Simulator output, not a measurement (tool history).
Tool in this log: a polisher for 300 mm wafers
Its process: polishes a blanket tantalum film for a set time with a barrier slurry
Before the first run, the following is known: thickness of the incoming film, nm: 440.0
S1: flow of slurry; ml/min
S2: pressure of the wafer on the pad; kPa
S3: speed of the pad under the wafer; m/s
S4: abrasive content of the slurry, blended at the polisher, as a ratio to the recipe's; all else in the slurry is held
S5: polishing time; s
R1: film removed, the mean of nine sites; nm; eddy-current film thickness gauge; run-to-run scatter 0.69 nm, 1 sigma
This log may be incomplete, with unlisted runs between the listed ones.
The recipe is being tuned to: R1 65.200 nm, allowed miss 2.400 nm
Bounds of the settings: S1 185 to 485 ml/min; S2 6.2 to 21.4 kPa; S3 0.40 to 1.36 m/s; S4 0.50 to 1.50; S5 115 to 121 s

| run | hour | S1 | S2 | S3 | S4 | S5 | R1 |
|---|---|---|---|---|---|---|---|
| 1 | 0.0 | 310 | 13.8 | 0.88 | 1.00 | 115 | 151.390 |
| 2 | 1.7 | 365 | 13.8 | 0.88 | 1.00 | 115 | 154.140 |
| 3 | 5.7 | 365 | 11.7 | 0.80 | 1.00 | 115 | 124.960 |
| 4 | 10.2 | 360 | 10.3 | 0.72 | 1.00 | 115 | 103.890 |
| 5 | 18.8 | 355 | 9.0 | 0.68 | 1.00 | 115 | 90.019 |
| 6 | 26.8 | 390 | 9.0 | 0.68 | 1.00 | 115 | 88.902 |
| 7 | 31.1 | 390 | 8.3 | 0.64 | 1.00 | 115 | 82.095 |
| 8 | 33.2 | 390 | 6.2 | 0.54 | 1.00 | 115 | 59.230 |

Of the 5 settings listed for the next run, only one would bring every result within its allowed miss of target. Which one?
| A | 35.3 | 410 | 8.3 | 0.52 | 0.90 | 121 | ? |
| B | 35.3 | 420 | 6.2 | 0.66 | 0.95 | 115 | ? |
| C | 35.3 | 395 | 6.2 | 0.44 | 1.10 | 115 | ? |
| D | 35.3 | 410 | 6.2 | 0.64 | 1.10 | 116 | ? |
| E | 35.3 | 410 | 7.6 | 0.52 | 1.00 | 121 | ? |

| move | R1 |
|---|---|
| A | 71.839 |
| B | 65.352 |
| C | 54.347 |
| D | 68.583 |
| E | 70.529 |
A: takes the result that was furthest off past its target
B: every result lands within tolerance
C: misses by more than the last run did
D: takes the result that was furthest off past its target
E: takes the result that was furthest off past its target
Correct choice: B, which meets every target

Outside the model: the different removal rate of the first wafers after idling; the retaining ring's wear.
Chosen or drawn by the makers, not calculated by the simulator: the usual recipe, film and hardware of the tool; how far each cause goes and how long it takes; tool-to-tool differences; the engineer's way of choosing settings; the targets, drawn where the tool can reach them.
